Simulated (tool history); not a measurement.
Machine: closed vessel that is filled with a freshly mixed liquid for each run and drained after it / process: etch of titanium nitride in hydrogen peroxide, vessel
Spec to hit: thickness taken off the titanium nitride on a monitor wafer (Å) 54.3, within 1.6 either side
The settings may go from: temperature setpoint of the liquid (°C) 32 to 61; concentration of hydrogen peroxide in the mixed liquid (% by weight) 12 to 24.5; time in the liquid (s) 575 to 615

run  hour  temperature setpoint of the liquid (°C)  concentration of hydrogen peroxide in the mixed liquid (% by weight)  time in the liquid (s)  thickness taken off the titanium nitride on a monitor wafer (Å)
  1     0                                       45                                                                  16.5                     575                                                           115.87
  2   8.5                                       45                                                                  13.5                     575                                                           111.96
  3  13.6                                     41.5                                                                  13.5                     575                                                            85.62
  4    19                                     41.5                                                                    15                     575                                                           87.839
  5  25.1                                     45.5                                                                    15                     575                                                           119.36
  6  26.3                                     45.5                                                                    15                     575                                                           116.54
  7  34.8                                       42                                                                    15                     575                                                           89.992
  8    36                                       42                                                                    15                     575                                                           90.768
  9  44.6                                     39.5                                                                    15                     575                                                           74.574
 10  46.1                                       38                                                                    15                     575                                                            66.05
 11    50                                       37                                                                    15                     575                                                           61.778
 12  56.7                                     36.5                                                                    15                     575                                                            58.79
 13  65.3                                       36                                                                    15                     575                                                           57.069

4 candidate next runs follow, results not yet known. Just one meets every target within its allowed miss. Identify it.
  A  73.9                                     35.5                                                                    14                     575                                                                ?
  B  73.9                                     35.5                                                                    17                     610                                                                ?
  C  73.9                                     35.5                                                                    17                     605                                                                ?
  D  73.9                                     36.5                                                                    16                     585                                                                ?

move  thickness taken off the titanium nitride on a monitor wafer (Å)
   A                                                           53.389
   B                                                           59.005
   C                                                           58.522
   D                                                           60.453
A: in spec on every target
B: the biggest miss grows against the last run
C: the biggest miss grows against the last run
D: the biggest miss grows against the last run
The right move is A.

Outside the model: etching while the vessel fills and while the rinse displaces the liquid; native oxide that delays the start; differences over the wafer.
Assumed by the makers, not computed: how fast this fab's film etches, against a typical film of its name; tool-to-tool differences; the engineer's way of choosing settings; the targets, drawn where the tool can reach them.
